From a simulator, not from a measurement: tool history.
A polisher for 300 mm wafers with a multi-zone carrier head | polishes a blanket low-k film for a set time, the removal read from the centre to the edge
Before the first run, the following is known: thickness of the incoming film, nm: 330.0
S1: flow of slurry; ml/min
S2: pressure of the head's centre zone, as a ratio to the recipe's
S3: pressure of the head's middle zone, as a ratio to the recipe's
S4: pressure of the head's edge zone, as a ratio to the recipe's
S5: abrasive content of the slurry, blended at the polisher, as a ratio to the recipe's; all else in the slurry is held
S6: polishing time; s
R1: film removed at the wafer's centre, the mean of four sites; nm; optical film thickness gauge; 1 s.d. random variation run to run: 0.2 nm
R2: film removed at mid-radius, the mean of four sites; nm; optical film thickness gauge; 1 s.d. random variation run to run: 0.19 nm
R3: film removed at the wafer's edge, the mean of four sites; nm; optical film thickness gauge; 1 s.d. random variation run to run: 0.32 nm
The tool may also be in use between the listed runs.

run	hour	S1	S2	S3	S4	S5	S6	R1	R2	R3
1	0.0	200	1.00	1.00	1.00	1.00	53	17.682	17.535	17.819
2	8.1	215	1.01	1.05	1.02	1.15	53	18.869	19.539	18.904
3	14.5	225	1.02	1.08	1.04	1.25	54	20.532	20.952	19.831
4	19.2	225	0.94	1.08	1.04	1.25	54	18.452	21.053	20.174
5	27.9	225	0.94	1.08	1.11	1.25	54	18.819	20.782	21.017
6	33.5	225	0.94	1.08	1.11	1.25	65	22.208	25.355	24.568

Forecast run 7:
7	41.8	240	0.95	1.10	1.10	1.25	65	?	?	?

{"run 7": {"R1": 22.724, "R2": 25.9, "R3": 24.897}}

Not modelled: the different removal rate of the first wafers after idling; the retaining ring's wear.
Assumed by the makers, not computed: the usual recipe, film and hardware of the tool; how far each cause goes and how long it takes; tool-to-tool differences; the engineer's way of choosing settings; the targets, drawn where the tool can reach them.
